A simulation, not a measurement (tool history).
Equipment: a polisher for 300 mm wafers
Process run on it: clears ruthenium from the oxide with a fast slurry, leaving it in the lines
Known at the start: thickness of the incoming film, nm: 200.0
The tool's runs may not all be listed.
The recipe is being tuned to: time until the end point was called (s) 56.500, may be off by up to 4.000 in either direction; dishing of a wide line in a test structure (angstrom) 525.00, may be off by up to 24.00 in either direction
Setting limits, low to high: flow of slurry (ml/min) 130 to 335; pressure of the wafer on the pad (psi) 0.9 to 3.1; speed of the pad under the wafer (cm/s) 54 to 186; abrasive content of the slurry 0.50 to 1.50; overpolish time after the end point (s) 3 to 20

run,day,flow of slurry (ml/min),pressure of the wafer on the pad (psi),speed of the pad under the wafer (cm/s),abrasive content of the slurry,overpolish time after the end point (s),time until the end point was called (s),dishing of a wide line in a test structure (angstrom)
1,0.000,215,2.0,118,1.00,10,54.198,347.48
2,0.171,215,2.0,118,0.90,10,55.608,342.08
3,0.433,215,2.0,132,0.90,10,51.879,374.11
4,0.612,215,2.0,132,0.90,8,49.996,304.79
5,0.675,215,2.0,110,0.90,8,60.714,257.57
6,0.783,215,2.0,110,0.75,8,67.949,231.95
7,0.842,210,2.3,116,0.75,13,58.181,422.31
8,0.875,210,2.3,116,0.75,14,57.496,463.63
9,0.992,210,2.3,118,0.75,15,56.127,501.09

Of the 5 settings listed for the next run, only one would bring every result within its allowed miss of target. Which one?
A,1.108,195,1.9,148,0.70,15,?,?
B,1.108,210,2.3,128,0.70,14,?,?
C,1.108,285,2.4,106,0.75,14,?,?
D,1.108,240,2.7,94,0.75,15,?,?
E,1.108,210,2.8,92,0.80,16,?,?

move,time until the end point was called (s),dishing of a wide line in a test structure (angstrom)
A,59.256,486.41
B,56.102,480.23
C,59.274,457.09
D,60.433,477.92
E,57.901,525.83
A: the biggest miss grows against the last run
B: the biggest miss grows against the last run
C: the biggest miss grows against the last run
D: the biggest miss grows against the last run
E: hits every target within its allowed miss
Answer: E
